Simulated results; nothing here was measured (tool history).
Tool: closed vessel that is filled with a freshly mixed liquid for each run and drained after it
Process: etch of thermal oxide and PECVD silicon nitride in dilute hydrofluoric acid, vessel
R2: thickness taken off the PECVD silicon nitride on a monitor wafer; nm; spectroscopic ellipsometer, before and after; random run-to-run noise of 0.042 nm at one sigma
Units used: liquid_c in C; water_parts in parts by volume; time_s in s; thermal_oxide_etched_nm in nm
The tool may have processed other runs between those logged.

run 1 hour=0.0 | liquid_c=22.0 water_parts=65 time_s=125 | thermal_oxide_etched_nm=8.7851 R2=3.9989
run 2 hour=6.3 | liquid_c=22.0 water_parts=55 time_s=125 | thermal_oxide_etched_nm=10.6240 R2=4.6805
run 3 hour=14.3 | liquid_c=25.0 water_parts=55 time_s=125 | thermal_oxide_etched_nm=11.9610 R2=5.8830
run 4 hour=15.7 | liquid_c=25.5 water_parts=55 time_s=125 | thermal_oxide_etched_nm=12.2320 R2=5.9945
run 5 hour=23.7 | liquid_c=25.5 water_parts=45 time_s=125 | thermal_oxide_etched_nm=15.0070 R2=7.3178
run 6 hour=29.1 | liquid_c=25.5 water_parts=50 time_s=125 | thermal_oxide_etched_nm=13.4740 R2=6.5298
run 7 hour=31.5 | liquid_c=26.0 water_parts=50 time_s=125 | thermal_oxide_etched_nm=13.6370 R2=6.7987

What does the tool deliver on the next run?
run 8 hour=39.0 | liquid_c=27.0 water_parts=60 time_s=130 | thermal_oxide_etched_nm=? R2=?

{"run 8": {"thermal_oxide_etched_nm": 12.235, "R2": 6.329}}
